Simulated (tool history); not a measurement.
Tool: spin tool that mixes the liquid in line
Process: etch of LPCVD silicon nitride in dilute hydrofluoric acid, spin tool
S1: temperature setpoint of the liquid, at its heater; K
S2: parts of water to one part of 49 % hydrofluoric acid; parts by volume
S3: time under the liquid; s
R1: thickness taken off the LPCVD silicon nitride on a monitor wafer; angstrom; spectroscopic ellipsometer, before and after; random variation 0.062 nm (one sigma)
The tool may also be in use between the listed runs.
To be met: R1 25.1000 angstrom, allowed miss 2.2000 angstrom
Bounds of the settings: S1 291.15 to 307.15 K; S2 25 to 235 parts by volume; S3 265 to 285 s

run	hour	S1	S2	S3	R1
1	0.0	299.15	130	265	12.7040
2	6.3	296.65	130	265	11.4750
3	9.4	296.65	155	265	9.2660
4	15.3	297.65	140	265	10.9270
# hour 22.1: hydrofluoric acid flow meter replaced
5	22.1	297.65	140	265	9.8053
6	26.4	298.15	125	265	11.8620
7	28.4	298.65	115	265	12.8030
8	30.7	299.15	105	270	14.5710
9	33.4	299.65	95	270	17.3460

Which of these 5 next moves meets every target?
A	36.1	299.65	105	280	?
B	36.1	298.65	115	280	?
C	36.1	303.15	145	265	?
D	36.1	298.65	110	265	?
E	36.1	301.15	70	270	?

move	R1
A	15.8310
B	13.5580
C	13.5050
D	13.4110
E	25.1710
A: further off than the last run
B: further off than the last run
C: further off than the last run
D: further off than the last run
E: meets every target
Move E is the one to make.

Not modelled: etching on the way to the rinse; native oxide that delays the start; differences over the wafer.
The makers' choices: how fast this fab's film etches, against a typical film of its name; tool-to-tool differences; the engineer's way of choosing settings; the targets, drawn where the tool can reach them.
